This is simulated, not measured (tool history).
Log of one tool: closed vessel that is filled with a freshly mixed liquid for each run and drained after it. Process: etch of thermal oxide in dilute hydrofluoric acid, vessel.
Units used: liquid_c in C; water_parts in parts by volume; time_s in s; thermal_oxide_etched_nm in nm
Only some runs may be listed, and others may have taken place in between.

{"run": 1, "day": 0.0, "liquid_c": 22.0, "water_parts": 190, "time_s": 925, "thermal_oxide_etched_nm": 18.096}
{"run": 2, "day": 0.092, "liquid_c": 25.0, "water_parts": 190, "time_s": 925, "thermal_oxide_etched_nm": 20.245}
{"run": 3, "day": 0.233, "liquid_c": 25.0, "water_parts": 235, "time_s": 925, "thermal_oxide_etched_nm": 15.615}
{"run": 4, "day": 0.388, "liquid_c": 25.5, "water_parts": 230, "time_s": 925, "thermal_oxide_etched_nm": 16.38}
{"run": 5, "day": 0.583, "liquid_c": 25.5, "water_parts": 170, "time_s": 925, "thermal_oxide_etched_nm": 23.589}
{"run": 6, "day": 0.846, "liquid_c": 28.0, "water_parts": 170, "time_s": 925, "thermal_oxide_etched_nm": 25.899}

Run 7 is up next; what results do you expect?
{"run": 7, "day": 1.092, "liquid_c": 27.0, "water_parts": 170, "time_s": 925, "thermal_oxide_etched_nm": "?"}

Logged for run 7: thermal_oxide_etched_nm 24.853 nm.
